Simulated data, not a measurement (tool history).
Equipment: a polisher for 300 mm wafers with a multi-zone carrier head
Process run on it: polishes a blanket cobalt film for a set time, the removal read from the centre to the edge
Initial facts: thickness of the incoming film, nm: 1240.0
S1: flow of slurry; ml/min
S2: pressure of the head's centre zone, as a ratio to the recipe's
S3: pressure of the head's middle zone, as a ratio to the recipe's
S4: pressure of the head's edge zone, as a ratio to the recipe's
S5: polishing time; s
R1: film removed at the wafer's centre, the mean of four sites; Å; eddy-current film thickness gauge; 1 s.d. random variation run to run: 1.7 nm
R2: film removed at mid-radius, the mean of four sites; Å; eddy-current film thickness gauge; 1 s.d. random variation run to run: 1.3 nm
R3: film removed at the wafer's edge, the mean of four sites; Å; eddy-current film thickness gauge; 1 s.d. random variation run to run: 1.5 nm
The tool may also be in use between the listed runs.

| run | hour | S1 | S2 | S3 | S4 | S5 | R1 | R2 | R3 |
|---|---|---|---|---|---|---|---|---|---|
| 1 | 0.0 | 305 | 1.00 | 1.00 | 1.00 | 40 | 1400.1 | 1409.5 | 1395.3 |
| 2 | 5.3 | 305 | 0.98 | 0.99 | 1.02 | 40 | 1406.0 | 1428.9 | 1404.6 |
| 3 | 9.2 | 305 | 0.92 | 0.99 | 1.02 | 40 | 1278.2 | 1417.1 | 1417.8 |
| 4 | 15.2 | 305 | 0.92 | 0.99 | 1.02 | 50 | 1663.7 | 1780.2 | 1768.2 |
| 5 | 23.4 | 300 | 0.91 | 0.97 | 1.03 | 49 | 1582.0 | 1742.0 | 1733.9 |
| 6 | 28.9 | 300 | 0.91 | 0.97 | 1.03 | 53 | 1697.0 | 1841.9 | 1870.9 |

The next listed run, before its measurement:
| 7 | 30.6 | 295 | 0.90 | 0.95 | 1.03 | 52 | ? | ? | ? |

Run 7 measured R1 1672.3 Å, R2 1785.9 Å, R3 1828.1 Å.
